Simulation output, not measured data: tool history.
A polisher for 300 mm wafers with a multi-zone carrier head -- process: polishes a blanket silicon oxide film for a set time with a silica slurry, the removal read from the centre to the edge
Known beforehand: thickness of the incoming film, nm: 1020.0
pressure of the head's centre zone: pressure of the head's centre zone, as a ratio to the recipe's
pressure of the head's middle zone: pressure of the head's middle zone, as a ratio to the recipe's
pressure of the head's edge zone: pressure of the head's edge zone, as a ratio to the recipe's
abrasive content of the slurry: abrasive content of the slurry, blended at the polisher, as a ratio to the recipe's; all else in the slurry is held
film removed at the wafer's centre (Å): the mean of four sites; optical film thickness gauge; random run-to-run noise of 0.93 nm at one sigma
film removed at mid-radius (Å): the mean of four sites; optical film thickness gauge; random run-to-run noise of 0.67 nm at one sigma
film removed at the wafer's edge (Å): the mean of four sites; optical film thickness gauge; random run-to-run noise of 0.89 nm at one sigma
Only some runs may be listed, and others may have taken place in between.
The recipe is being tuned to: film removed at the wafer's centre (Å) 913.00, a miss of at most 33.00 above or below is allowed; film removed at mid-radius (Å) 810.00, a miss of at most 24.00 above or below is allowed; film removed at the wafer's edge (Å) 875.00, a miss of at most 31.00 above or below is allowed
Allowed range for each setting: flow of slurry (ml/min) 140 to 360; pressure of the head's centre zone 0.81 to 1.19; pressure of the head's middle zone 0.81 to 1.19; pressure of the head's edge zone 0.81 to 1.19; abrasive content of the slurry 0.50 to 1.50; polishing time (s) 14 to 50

run	hour	flow of slurry (ml/min)	pressure of the head's centre zone	pressure of the head's middle zone	pressure of the head's edge zone	abrasive content of the slurry	polishing time (s)	film removed at the wafer's centre (Å)	film removed at mid-radius (Å)	film removed at the wafer's edge (Å)
1	0.0	230	1.00	1.00	1.00	1.00	32	965.45	967.21	991.19
2	3.7	230	1.00	1.00	1.00	1.20	32	1037.20	1044.70	1054.70
3	6.7	225	1.00	0.97	0.97	1.15	32	1017.70	1004.40	1042.10
4	14.6	225	1.00	0.97	0.97	1.05	32	997.76	976.04	991.42
5	22.1	225	1.00	0.97	0.97	1.05	29	885.47	881.18	900.24
6	30.4	225	1.00	0.97	0.97	0.85	29	793.55	795.03	813.93
7	39.1	235	1.02	0.97	0.98	0.85	29	814.10	787.98	811.72
8	41.0	235	1.03	0.97	0.99	0.85	29	824.50	782.48	830.15

Which single option among these 5 for the next run brings every result within its allowed miss of target? Just one does.
A	42.9	245	0.99	0.93	1.03	0.90	27	?	?	?
B	42.9	235	1.09	0.94	0.99	1.00	28	?	?	?
C	42.9	205	0.98	0.99	1.04	0.60	35	?	?	?
D	42.9	235	1.07	1.01	0.97	0.80	28	?	?	?
E	42.9	230	1.02	0.91	1.11	0.75	31	?	?	?

move	film removed at the wafer's centre (Å)	film removed at mid-radius (Å)	film removed at the wafer's edge (Å)
A	781.16	742.37	813.55
B	920.43	813.57	868.22
C	772.13	781.77	821.41
D	808.19	770.62	765.86
E	825.39	751.77	873.09
A: moves away from the targets compared with the last run
B: every result within its allowed miss
C: moves away from the targets compared with the last run
D: moves away from the targets compared with the last run
E: neither nearer nor further off than the last run
B is the move that brings every result within its allowed miss.
